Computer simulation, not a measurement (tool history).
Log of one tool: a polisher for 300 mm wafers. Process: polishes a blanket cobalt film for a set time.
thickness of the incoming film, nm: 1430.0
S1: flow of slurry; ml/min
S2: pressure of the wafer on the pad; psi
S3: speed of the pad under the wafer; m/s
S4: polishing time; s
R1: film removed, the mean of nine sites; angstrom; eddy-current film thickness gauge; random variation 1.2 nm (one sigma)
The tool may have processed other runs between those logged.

run	hour	S1	S2	S3	S4	R1
1	0	295	1.9	1.18	70	3891.8
2	8.2	295	1.9	1.34	70	4234.2
3	9.6	295	1.9	1.6	70	4890.4
4	18	295	2.2	1.6	70	5674
5	19.6	295	2.2	1.42	70	5281.8
6	28.5	295	2.2	1.42	70	5265
7	34.3	260	1.8	1.18	70	3646.9

For run 8, what comes out?
8	39.9	235	1.5	1	70	?

{"run 8": {"R1": 2684}}

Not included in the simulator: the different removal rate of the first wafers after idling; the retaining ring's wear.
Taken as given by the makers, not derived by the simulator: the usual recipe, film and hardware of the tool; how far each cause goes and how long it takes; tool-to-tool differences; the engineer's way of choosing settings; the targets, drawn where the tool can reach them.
